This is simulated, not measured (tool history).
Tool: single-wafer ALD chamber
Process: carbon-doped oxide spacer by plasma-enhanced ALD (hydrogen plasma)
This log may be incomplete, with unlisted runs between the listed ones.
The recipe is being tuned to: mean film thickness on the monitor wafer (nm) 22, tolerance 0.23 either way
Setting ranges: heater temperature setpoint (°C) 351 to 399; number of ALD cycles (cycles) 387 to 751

run	hour	heater temperature setpoint (°C)	number of ALD cycles (cycles)	mean film thickness on the monitor wafer (nm)
1	0	375	569	27.537
2	5.7	380	569	27.339
3	12.5	380	645	31.213
4	17.8	380	584	28.178
5	26.6	380	502	24.279
6	36.5	380	493	23.728
7	41.2	380	444	21.487
8	50.9	380	446	21.582
9	56.9	380	448	21.613
# hour 63.8: thermocouple changed; heater temperature recalibrated
10	63.8	380	450	21.719

Next run, 4 choices. One meets every target within its allowed miss, the rest don't. Which?
A	70.7	373	444	?
B	70.7	378	455	?
C	70.7	379	445	?
D	70.7	372	465	?

move	mean film thickness on the monitor wafer (nm)
A	21.467
B	21.998
C	21.515
D	22.482
A: moves away from the targets compared with the last run
B: meets every target
C: moves away from the targets compared with the last run
D: takes the biggest miss from the last run beyond its target
B is the move that brings every result within its allowed miss.

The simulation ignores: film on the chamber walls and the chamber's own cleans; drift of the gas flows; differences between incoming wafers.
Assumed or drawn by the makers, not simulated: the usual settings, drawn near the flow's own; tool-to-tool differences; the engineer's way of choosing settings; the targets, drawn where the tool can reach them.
